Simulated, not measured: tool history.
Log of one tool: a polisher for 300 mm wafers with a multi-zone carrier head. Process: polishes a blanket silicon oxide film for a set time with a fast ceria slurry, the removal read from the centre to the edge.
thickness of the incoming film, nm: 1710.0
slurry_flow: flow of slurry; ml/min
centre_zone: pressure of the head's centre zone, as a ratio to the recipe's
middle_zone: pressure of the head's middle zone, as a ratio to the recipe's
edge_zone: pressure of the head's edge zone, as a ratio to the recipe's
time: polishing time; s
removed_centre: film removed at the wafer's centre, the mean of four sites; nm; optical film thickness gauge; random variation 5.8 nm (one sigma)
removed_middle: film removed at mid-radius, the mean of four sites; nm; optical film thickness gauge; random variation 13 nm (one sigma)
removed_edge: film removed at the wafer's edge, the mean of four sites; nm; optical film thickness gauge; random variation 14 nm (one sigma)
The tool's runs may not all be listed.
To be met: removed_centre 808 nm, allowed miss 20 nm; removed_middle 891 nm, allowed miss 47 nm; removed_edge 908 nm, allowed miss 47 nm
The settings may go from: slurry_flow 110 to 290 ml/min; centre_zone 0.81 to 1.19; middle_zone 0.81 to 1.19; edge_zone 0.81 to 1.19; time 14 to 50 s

run,day,slurry_flow,centre_zone,middle_zone,edge_zone,time,removed_centre,removed_middle,removed_edge
1,0,185,1,1,1,32,655.68,647.05,625.48
2,0.288,190,0.98,1.01,1.05,34,691.25,685.21,694.5
3,0.4,190,0.98,0.97,1.05,34,692.27,679.01,681.44
4,0.571,190,0.98,0.97,1.12,34,693.86,659.62,703.92
5,0.767,200,0.97,1.02,1.13,35,709.6,716.81,745.12
6,0.792,210,0.97,1.05,1.15,36,738.49,759.26,767.08
7,0.892,210,0.96,1.06,1.16,37,751.12,788.76,797.96
8,1.225,215,0.95,1.06,1.17,38,764.83,812,842
9,1.462,225,0.95,1.07,1.18,38,773.72,832.17,854.98
10,1.779,235,0.95,1.08,1.18,38,776.7,854.44,837.2
11,1.892,230,0.95,1.08,1.18,39,795.95,864.27,842.6

4 next moves are on the table. One of them brings every result within its allowed miss. Which?
A,2.004,260,0.92,1.12,1.14,42,?,?,?
B,2.004,180,0.93,1.08,1.19,42,?,?,?
C,2.004,205,0.85,1.08,1.19,41,?,?,?
D,2.004,290,0.83,1.19,0.99,41,?,?,?

move,removed_centre,removed_middle,removed_edge
A,842.77,992.6,896.23
B,801.46,912.25,880.79
C,741.47,910.12,873.57
D,763.34,1033.9,823.46
A: brings the result that was furthest off to its target, and leaves another outside
B: meets every target
C: brings the result that was furthest off to its target, and leaves another outside
D: further off than the last run
Answer: B
